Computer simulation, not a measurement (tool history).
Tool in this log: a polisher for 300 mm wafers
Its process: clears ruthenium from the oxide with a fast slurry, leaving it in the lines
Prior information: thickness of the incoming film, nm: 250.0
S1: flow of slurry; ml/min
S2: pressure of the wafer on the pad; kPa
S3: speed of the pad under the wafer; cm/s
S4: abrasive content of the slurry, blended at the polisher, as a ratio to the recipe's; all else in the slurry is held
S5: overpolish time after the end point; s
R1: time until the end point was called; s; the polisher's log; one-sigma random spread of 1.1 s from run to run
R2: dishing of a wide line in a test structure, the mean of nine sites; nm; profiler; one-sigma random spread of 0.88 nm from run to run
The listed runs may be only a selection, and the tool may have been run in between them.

Run 1, hour 0: S1 145 ml/min, S2 15.2 kPa, S3 104 cm/s, S4 1, S5 12 s. Result: R1 75.007 s, R2 31.246 nm.
Run 2, hour 7.6: S1 145 ml/min, S2 15.2 kPa, S3 104 cm/s, S4 1, S5 13 s. Result: R1 75.045 s, R2 32.888 nm.
Run 3, hour 13.6: S1 145 ml/min, S2 15.2 kPa, S3 104 cm/s, S4 1, S5 14 s. Result: R1 74.284 s, R2 36.495 nm.
Run 4, hour 14.3: S1 135 ml/min, S2 13.1 kPa, S3 104 cm/s, S4 1, S5 16 s. Result: R1 85.305 s, R2 36.446 nm.
Run 5, hour 17.2: S1 135 ml/min, S2 13.1 kPa, S3 104 cm/s, S4 1, S5 11 s. Result: R1 86.651 s, R2 25.415 nm.
Run 6, hour 19.9: S1 135 ml/min, S2 13.1 kPa, S3 104 cm/s, S4 1, S5 12 s. Result: R1 87.446 s, R2 27.271 nm.
Run 7, hour 27.4: S1 135 ml/min, S2 13.1 kPa, S3 104 cm/s, S4 1, S5 13 s. Result: R1 87.324 s, R2 29.384 nm.

Run 8 comes next. What will it give?
Run 8, hour 36: S1 125 ml/min, S2 12.4 kPa, S3 104 cm/s, S4 1, S5 16 s. Result: R1 ?, R2 ?.

R1: 92.65 s
R2: 33.895 nm
